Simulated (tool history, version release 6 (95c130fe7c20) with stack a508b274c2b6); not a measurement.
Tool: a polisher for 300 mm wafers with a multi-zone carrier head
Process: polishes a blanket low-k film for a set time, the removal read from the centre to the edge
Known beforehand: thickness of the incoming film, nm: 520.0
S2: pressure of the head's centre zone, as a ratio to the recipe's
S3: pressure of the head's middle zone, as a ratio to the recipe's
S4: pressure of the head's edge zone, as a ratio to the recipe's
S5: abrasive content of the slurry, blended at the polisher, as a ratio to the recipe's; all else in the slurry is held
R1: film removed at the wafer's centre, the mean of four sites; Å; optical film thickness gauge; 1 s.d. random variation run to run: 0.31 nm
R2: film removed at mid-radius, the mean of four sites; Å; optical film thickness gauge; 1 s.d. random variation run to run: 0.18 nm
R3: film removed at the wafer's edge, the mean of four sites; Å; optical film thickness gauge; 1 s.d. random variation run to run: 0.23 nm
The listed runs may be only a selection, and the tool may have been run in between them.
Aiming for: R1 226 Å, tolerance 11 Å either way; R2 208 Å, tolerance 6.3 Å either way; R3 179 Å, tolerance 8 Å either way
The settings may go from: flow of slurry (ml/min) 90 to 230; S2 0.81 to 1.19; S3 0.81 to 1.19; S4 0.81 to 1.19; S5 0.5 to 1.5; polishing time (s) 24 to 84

run 1 hour=0 | flow_of_slurry_(ml/min)=150 S2=1 S3=1 S4=1 S5=1 polishing_time_(s)=54 | R1=174.64 R2=178.6 R3=176.71
run 2 hour=6.8 | flow_of_slurry_(ml/min)=160 S2=1.03 S3=1.02 S4=0.99 S5=1 polishing_time_(s)=54 | R1=181.73 R2=183.37 R3=172.62
run 3 hour=15.6 | flow_of_slurry_(ml/min)=160 S2=1.06 S3=1.02 S4=0.99 S5=1 polishing_time_(s)=54 | R1=189.36 R2=183.06 R3=175.39
run 4 hour=19.9 | flow_of_slurry_(ml/min)=160 S2=1.06 S3=1.02 S4=0.96 S5=1 polishing_time_(s)=54 | R1=189.74 R2=184.42 R3=177.13
run 5 hour=27.5 | flow_of_slurry_(ml/min)=185 S2=1.06 S3=1.02 S4=0.96 S5=1 polishing_time_(s)=54 | R1=196.21 R2=186.23 R3=174.93
run 6 hour=33.3 | flow_of_slurry_(ml/min)=185 S2=1.06 S3=1.02 S4=0.96 S5=0.9 polishing_time_(s)=54 | R1=181.69 R2=183.63 R3=164.99
run 7 hour=39.9 | flow_of_slurry_(ml/min)=185 S2=1.08 S3=1.03 S4=0.96 S5=0.95 polishing_time_(s)=54 | R1=194.59 R2=188.04 R3=172.54
run 8 hour=47.1 | flow_of_slurry_(ml/min)=190 S2=1.09 S3=1.04 S4=0.96 S5=0.95 polishing_time_(s)=54 | R1=199.34 R2=190.59 R3=167.52
run 9 hour=54.7 | flow_of_slurry_(ml/min)=190 S2=1.09 S3=1.05 S4=0.96 S5=1 polishing_time_(s)=54 | R1=205.18 R2=194.77 R3=175.59
run 10 hour=63.3 | flow_of_slurry_(ml/min)=195 S2=1.1 S3=1.06 S4=0.96 S5=1 polishing_time_(s)=54 | R1=203.27 R2=197.61 R3=176.64
run 11 hour=69.2 | flow_of_slurry_(ml/min)=200 S2=1.11 S3=1.06 S4=0.95 S5=1 polishing_time_(s)=54 | R1=206.86 R2=196.67 R3=174.89
run 12 hour=71.7 | flow_of_slurry_(ml/min)=200 S2=1.12 S3=1.07 S4=0.95 S5=1 polishing_time_(s)=54 | R1=207.74 R2=200.44 R3=172
run 13 hour=72.7 | flow_of_slurry_(ml/min)=200 S2=1.13 S3=1.07 S4=0.95 S5=1 polishing_time_(s)=54 | R1=210.14 R2=196.78 R3=176.9
run 14 hour=73.4 | flow_of_slurry_(ml/min)=205 S2=1.14 S3=1.07 S4=0.94 S5=1 polishing_time_(s)=54 | R1=212.7 R2=197.92 R3=175.85

5 next moves are on the table. One of them brings every result within its allowed miss. Which?
run A hour=74.1 | flow_of_slurry_(ml/min)=170 S2=1.12 S3=1 S4=0.98 S5=1.1 polishing_time_(s)=52 | R1=? R2=? R3=?
run B hour=74.1 | flow_of_slurry_(ml/min)=225 S2=1.19 S3=1.06 S4=0.92 S5=0.95 polishing_time_(s)=52 | R1=? R2=? R3=?
run C hour=74.1 | flow_of_slurry_(ml/min)=165 S2=1.06 S3=1.05 S4=1 S5=1 polishing_time_(s)=58 | R1=? R2=? R3=?
run D hour=74.1 | flow_of_slurry_(ml/min)=210 S2=1.06 S3=1.09 S4=0.92 S5=0.9 polishing_time_(s)=58 | R1=? R2=? R3=?
run E hour=74.1 | flow_of_slurry_(ml/min)=220 S2=1.18 S3=1.09 S4=0.94 S5=0.85 polishing_time_(s)=59 | R1=? R2=? R3=?

move=A R1=196.74 R2=182.93 R3=173.56
move=B R1=206.2 R2=188.56 R3=163.67
move=C R1=199.64 R2=204.59 R3=188.1
move=D R1=198.8 R2=209.47 R3=177.72
move=E R1=221.78 R2=209.49 R3=179.38
A: its largest miss is bigger than the last run's
B: its largest miss is bigger than the last run's
C: meets the target for the result that was furthest off, but another lies outside its allowed miss
D: meets the target for the result that was furthest off, but another lies outside its allowed miss
E: every result within its allowed miss
E is the move that brings every result within its allowed miss.
